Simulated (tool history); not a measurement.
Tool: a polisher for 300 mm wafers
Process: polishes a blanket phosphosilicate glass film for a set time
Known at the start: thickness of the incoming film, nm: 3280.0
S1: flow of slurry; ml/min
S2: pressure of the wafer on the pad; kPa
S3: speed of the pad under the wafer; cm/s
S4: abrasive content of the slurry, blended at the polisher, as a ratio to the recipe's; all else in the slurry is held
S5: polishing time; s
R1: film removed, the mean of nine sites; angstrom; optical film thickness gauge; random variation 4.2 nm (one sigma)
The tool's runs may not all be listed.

| run | day | S1 | S2 | S3 | S4 | S5 | R1 |
|---|---|---|---|---|---|---|---|
| 1 | 0 | 165 | 16.5 | 86 | 1 | 42 | 2073.3 |
| 2 | 0.279 | 165 | 18.6 | 88 | 1 | 42 | 2281.6 |
| 3 | 0.654 | 165 | 20.7 | 90 | 1 | 42 | 2542 |
| 4 | 0.904 | 165 | 22.1 | 92 | 1 | 42 | 2666.3 |
| 5 | 0.946 | 165 | 22.1 | 92 | 1 | 44 | 2856.9 |
| 6 | 1.067 | 165 | 22.8 | 92 | 1 | 44 | 2871.2 |
| 7 | 1.154 | 165 | 23.4 | 92 | 1 | 44 | 2969.8 |

The next listed run, before its measurement:
| 8 | 1.329 | 165 | 24.1 | 92 | 1 | 44 | ? |

R1: 3076.1 angstrom
